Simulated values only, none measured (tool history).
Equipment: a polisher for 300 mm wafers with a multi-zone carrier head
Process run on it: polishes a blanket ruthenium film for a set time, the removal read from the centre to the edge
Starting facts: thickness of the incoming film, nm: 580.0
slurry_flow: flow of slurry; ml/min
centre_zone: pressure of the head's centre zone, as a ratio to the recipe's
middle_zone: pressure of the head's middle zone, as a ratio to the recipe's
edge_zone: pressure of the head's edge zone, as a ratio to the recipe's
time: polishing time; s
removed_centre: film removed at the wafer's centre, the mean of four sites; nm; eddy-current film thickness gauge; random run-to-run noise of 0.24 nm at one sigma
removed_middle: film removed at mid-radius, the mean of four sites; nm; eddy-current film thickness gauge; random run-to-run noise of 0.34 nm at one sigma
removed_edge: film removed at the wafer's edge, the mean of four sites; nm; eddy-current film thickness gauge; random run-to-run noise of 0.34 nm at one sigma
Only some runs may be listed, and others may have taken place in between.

run    day  slurry_flow  centre_zone  middle_zone  edge_zone  time  removed_centre  removed_middle  removed_edge
  1      0          290            1            1          1    68          44.453          44.096        44.477
  2  0.342          325            1            1          1    68          45.073          44.624        45.291
  3  0.583          260            1            1          1    68            42.9          43.546        44.156
  4  0.629          305            1            1          1    68          44.621          45.106        43.899
  5      1          305            1            1          1    60          39.348          39.049        39.603
  6  1.029          295         0.97         0.96       0.98    57          36.332           35.93        37.059
  7  1.379          280         0.94         0.93       0.98    55          33.705          34.113        35.689
  8  1.633          270         0.93          0.9       0.98    53          32.249          31.641         34.36

Run 9 is up next; what results do you expect?
  9  1.708          260         0.91         0.88       0.97    52               ?               ?             ?

For run 9 the tool returned removed_centre 31.368 nm, removed_middle 29.901 nm, removed_edge 33.069 nm.
